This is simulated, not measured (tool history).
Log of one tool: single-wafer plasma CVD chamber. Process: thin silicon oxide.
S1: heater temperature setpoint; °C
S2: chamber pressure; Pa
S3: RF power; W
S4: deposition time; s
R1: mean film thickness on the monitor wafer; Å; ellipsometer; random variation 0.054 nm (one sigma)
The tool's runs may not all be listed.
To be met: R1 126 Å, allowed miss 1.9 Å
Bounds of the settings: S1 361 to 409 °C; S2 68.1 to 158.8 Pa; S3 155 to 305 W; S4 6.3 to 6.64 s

run,day,S1,S2,S3,S4,R1
1,0,385,113.5,230,6.64,107.25
2,0.304,389,113.5,230,6.64,105.69
3,0.638,387,116.9,230,6.64,108.39
4,0.871,386,120.5,230,6.64,111.97
5,0.942,377,120.5,230,6.64,112.36
6,1.129,377,120.5,230,6.3,107.07
7,1.429,377,124.5,230,6.3,111.05
8,1.512,377,127.6,230,6.3,113.59
9,1.7,377,130.1,230,6.3,115.6

Which of these 5 next moves meets every target?
A,1.888,378,115.9,215,6.3,?
B,1.888,388,136,220,6.64,?
C,1.888,378,138.5,220,6.49,?
D,1.888,379,133.3,265,6.64,?
E,1.888,383,140.3,220,6.64,?

move,R1
A,100.53
B,122.53
C,122.13
D,131.86
E,125.74
A: further off than the last run
B: nearer than the last run, and not there yet
C: nearer than the last run, and not there yet
D: takes the result that was furthest off past its target
E: meets every target
Answer: E

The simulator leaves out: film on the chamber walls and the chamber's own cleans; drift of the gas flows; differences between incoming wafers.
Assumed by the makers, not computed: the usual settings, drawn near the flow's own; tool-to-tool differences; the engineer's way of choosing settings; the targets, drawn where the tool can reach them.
